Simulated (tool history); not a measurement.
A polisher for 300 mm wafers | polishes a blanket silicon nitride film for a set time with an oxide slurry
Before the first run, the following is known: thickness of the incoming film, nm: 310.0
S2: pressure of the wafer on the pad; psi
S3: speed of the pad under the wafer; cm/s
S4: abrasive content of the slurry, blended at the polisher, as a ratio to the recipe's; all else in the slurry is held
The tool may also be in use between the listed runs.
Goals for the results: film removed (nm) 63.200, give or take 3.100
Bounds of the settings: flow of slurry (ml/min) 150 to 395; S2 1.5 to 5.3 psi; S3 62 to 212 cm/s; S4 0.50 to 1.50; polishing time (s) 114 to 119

Run 1, hour 0.0: flow of slurry (ml/min) 250, S2 3.4 psi, S3 136 cm/s, S4 1.00, polishing time (s) 114. Result: film removed (nm) 82.625.
Run 2, hour 4.8: flow of slurry (ml/min) 250, S2 3.3 psi, S3 136 cm/s, S4 1.00, polishing time (s) 114. Result: film removed (nm) 80.821.
Run 3, hour 6.7: flow of slurry (ml/min) 250, S2 3.3 psi, S3 136 cm/s, S4 1.00, polishing time (s) 119. Result: film removed (nm) 84.019.
Run 4, hour 14.9: flow of slurry (ml/min) 250, S2 2.9 psi, S3 136 cm/s, S4 1.00, polishing time (s) 119. Result: film removed (nm) 77.095.
Run 5, hour 16.1: flow of slurry (ml/min) 250, S2 2.9 psi, S3 162 cm/s, S4 1.00, polishing time (s) 119. Result: film removed (nm) 85.625.
Run 6, hour 18.8: flow of slurry (ml/min) 250, S2 3.4 psi, S3 162 cm/s, S4 1.00, polishing time (s) 119. Result: film removed (nm) 96.173.
Run 7, hour 21.6: flow of slurry (ml/min) 250, S2 3.2 psi, S3 160 cm/s, S4 1.00, polishing time (s) 119. Result: film removed (nm) 92.019.
Run 8, hour 30.3: flow of slurry (ml/min) 250, S2 3.1 psi, S3 160 cm/s, S4 1.00, polishing time (s) 119. Result: film removed (nm) 90.029.
Run 9, hour 39.3: flow of slurry (ml/min) 250, S2 3.0 psi, S3 160 cm/s, S4 1.00, polishing time (s) 119. Result: film removed (nm) 88.939.
Run 10, hour 41.7: flow of slurry (ml/min) 250, S2 2.8 psi, S3 158 cm/s, S4 1.00, polishing time (s) 119. Result: film removed (nm) 82.583.
Run 11, hour 43.0: flow of slurry (ml/min) 250, S2 2.7 psi, S3 158 cm/s, S4 1.00, polishing time (s) 119. Result: film removed (nm) 81.164.
Run 12, hour 51.8: flow of slurry (ml/min) 250, S2 2.6 psi, S3 158 cm/s, S4 1.00, polishing time (s) 119. Result: film removed (nm) 79.122.
Run 13, hour 59.5: flow of slurry (ml/min) 250, S2 2.5 psi, S3 158 cm/s, S4 1.00, polishing time (s) 119. Result: film removed (nm) 78.095.
Run 14, hour 61.9: flow of slurry (ml/min) 250, S2 2.4 psi, S3 158 cm/s, S4 1.00, polishing time (s) 119. Result: film removed (nm) 74.251.
Run 15, hour 69.8: flow of slurry (ml/min) 250, S2 2.3 psi, S3 158 cm/s, S4 1.00, polishing time (s) 119. Result: film removed (nm) 70.912.

Which of these 5 next moves meets every target?
Run A, hour 77.7: flow of slurry (ml/min) 245, S2 2.3 psi, S3 156 cm/s, S4 0.95, polishing time (s) 118. Result: film removed (nm) ?.
Run B, hour 77.7: flow of slurry (ml/min) 300, S2 2.6 psi, S3 142 cm/s, S4 0.95, polishing time (s) 119. Result: film removed (nm) ?.
Run C, hour 77.7: flow of slurry (ml/min) 230, S2 2.0 psi, S3 138 cm/s, S4 1.00, polishing time (s) 114. Result: film removed (nm) ?.
Run D, hour 77.7: flow of slurry (ml/min) 235, S2 2.2 psi, S3 144 cm/s, S4 0.95, polishing time (s) 118. Result: film removed (nm) ?.
Run E, hour 77.7: flow of slurry (ml/min) 240, S2 1.6 psi, S3 164 cm/s, S4 0.95, polishing time (s) 118. Result: film removed (nm) ?.

move  film removed (nm)
   A             70.646
   B             73.969
   C             58.273
   D             64.663
   E             58.687
A: no better and no worse than the last run
B: misses by more than the last run did
C: pushes the last run's worst result past its target
D: hits every target within its allowed miss
E: pushes the last run's worst result past its target
So the answer is move D, the one that meets all the targets.

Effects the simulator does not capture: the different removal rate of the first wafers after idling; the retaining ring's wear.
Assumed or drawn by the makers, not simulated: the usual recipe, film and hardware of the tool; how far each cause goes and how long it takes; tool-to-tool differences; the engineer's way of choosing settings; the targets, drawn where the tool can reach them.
